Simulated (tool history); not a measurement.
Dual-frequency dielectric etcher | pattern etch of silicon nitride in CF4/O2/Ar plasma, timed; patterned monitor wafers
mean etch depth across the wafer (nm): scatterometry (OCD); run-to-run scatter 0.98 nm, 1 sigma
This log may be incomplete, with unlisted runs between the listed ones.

run	hour	source power (kW)	bias power (kW)	Ar flow (sccm)	CF4 flow (sccm)	etch time (s)	mean etch depth across the wafer (nm)
1	0	0.41	0.038	114	108	152.5	219.13
2	7.6	0.41	0.038	100	108	152.5	223.86
3	13.5	0.41	0.038	100	108	152.5	220.39
4	18.3	0.41	0.038	100	108	152.5	221.27
5	19.4	0.37	0.038	100	108	152.5	207.9
6	22.6	0.35	0.037	101	107	152.5	199.31
7	29.5	0.33	0.036	102	106	152.5	184.72
8	32.4	0.32	0.036	102	106	152.5	186.64
9	36.1	0.31	0.035	103	105	152.5	178.31
10	40.7	0.3	0.035	103	105	152.5	175.91

Expected results for the next run?
11	43.6	0.25	0.034	103	105	152.5	?

Run 11 produced mean etch depth across the wafer (nm) 152.12.
